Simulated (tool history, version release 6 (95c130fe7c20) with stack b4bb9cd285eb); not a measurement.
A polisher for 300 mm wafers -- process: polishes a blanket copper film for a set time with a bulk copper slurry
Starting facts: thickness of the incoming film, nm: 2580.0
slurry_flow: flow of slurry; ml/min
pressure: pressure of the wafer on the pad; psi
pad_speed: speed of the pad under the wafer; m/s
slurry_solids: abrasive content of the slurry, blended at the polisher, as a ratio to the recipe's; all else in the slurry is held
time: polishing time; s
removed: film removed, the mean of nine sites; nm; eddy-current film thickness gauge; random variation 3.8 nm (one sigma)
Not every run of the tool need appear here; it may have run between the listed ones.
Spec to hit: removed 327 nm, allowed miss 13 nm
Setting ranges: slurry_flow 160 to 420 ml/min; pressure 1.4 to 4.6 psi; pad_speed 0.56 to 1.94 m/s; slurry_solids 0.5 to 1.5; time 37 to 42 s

run,day,slurry_flow,pressure,pad_speed,slurry_solids,time,removed
1,0,270,3,1.24,1,42,433.59
2,0.342,270,3.3,1.24,1,42,457.7
3,0.429,270,3,1.22,1,42,422.03
4,0.708,220,3,1.22,1,42,410.91
5,0.908,220,3,1.34,1,42,457.94
6,1.092,220,3,1.34,1,42,455.57
7,1.296,220,2.7,1.34,1,42,419.69
8,1.612,220,2.5,1.34,1,42,411.5
9,1.762,220,2.3,1.34,1,42,383.92
10,1.792,220,2.2,1.34,1,42,380.72
11,1.958,220,2.1,1.34,1,42,378.13
12,2.171,220,2,1.34,1,42,350.3
13,2.521,220,1.9,1.34,1,42,353.45

4 next moves are on the table. One of them brings every result within its allowed miss. Which?
A,2.871,190,1.5,1.58,1.15,41,?
B,2.871,255,2.3,1.44,0.9,37,?
C,2.871,160,1.7,1.54,1.05,41,?
D,2.871,250,2.7,1.16,1,37,?

move,removed
A,356.18
B,362.45
C,354.48
D,330.75
A: the biggest miss grows against the last run
B: the biggest miss grows against the last run
C: neither nearer nor further off than the last run
D: each result inside its tolerance
D is the move that brings every result within its allowed miss.
